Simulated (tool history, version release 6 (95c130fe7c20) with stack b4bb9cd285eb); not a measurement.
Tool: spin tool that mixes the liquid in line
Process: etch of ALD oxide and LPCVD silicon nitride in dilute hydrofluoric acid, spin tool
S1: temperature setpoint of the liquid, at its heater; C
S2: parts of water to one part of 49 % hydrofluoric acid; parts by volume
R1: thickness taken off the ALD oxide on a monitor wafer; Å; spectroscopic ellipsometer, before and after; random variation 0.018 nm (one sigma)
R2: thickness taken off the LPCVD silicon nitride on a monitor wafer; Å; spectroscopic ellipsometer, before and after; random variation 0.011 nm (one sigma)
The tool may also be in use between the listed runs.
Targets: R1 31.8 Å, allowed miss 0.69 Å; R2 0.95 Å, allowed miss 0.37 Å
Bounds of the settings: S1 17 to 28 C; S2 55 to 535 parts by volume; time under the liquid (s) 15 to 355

{"run": 1, "hour": 0.0, "S1": 20, "S2": 295, "time under the liquid (s)": 180, "R1": 82.893, "R2": 2.3793}
{"run": 2, "hour": 3.7, "S1": 20, "S2": 295, "time under the liquid (s)": 145, "R1": 66.573, "R2": 2.0389}
{"run": 3, "hour": 6.3, "S1": 20, "S2": 295, "time under the liquid (s)": 205, "R1": 93.522, "R2": 2.7851}
{"run": 4, "hour": 15.0, "S1": 19, "S2": 365, "time under the liquid (s)": 205, "R1": 69.195, "R2": 2.0731}
{"run": 5, "hour": 20.9, "S1": 18.5, "S2": 420, "time under the liquid (s)": 205, "R1": 56.671, "R2": 1.7861}
{"run": 6, "hour": 27.4, "S1": 17, "S2": 420, "time under the liquid (s)": 205, "R1": 53.036, "R2": 1.2868}
{"run": 7, "hour": 32.2, "S1": 17, "S2": 455, "time under the liquid (s)": 200, "R1": 46.728, "R2": 1.2667}
{"run": 8, "hour": 40.6, "S1": 17, "S2": 535, "time under the liquid (s)": 175, "R1": 33.133, "R2": 1.1728}

Which of these 5 next moves meets every target?
{"run": "A", "hour": 49.0, "S1": 17.5, "S2": 495, "time under the liquid (s)": 140, "R1": "?", "R2": "?"}
{"run": "B", "hour": 49.0, "S1": 17, "S2": 535, "time under the liquid (s)": 160, "R1": "?", "R2": "?"}
{"run": "C", "hour": 49.0, "S1": 17, "S2": 495, "time under the liquid (s)": 160, "R1": "?", "R2": "?"}
{"run": "D", "hour": 49.0, "S1": 18.5, "S2": 535, "time under the liquid (s)": 160, "R1": "?", "R2": "?"}
{"run": "E", "hour": 49.0, "S1": 18, "S2": 530, "time under the liquid (s)": 155, "R1": "?", "R2": "?"}

move=A R1=29.5 R2=1.092
move=B R1=29.788 R2=1.1248
move=C R1=33.138 R2=1.2099
move=D R1=31.332 R2=1.2328
move=E R1=30.241 R2=1.1689
A: takes the result that was furthest off past its target
B: takes the result that was furthest off past its target
C: as far off as the last run
D: meets every target
E: takes the result that was furthest off past its target
Answer: D
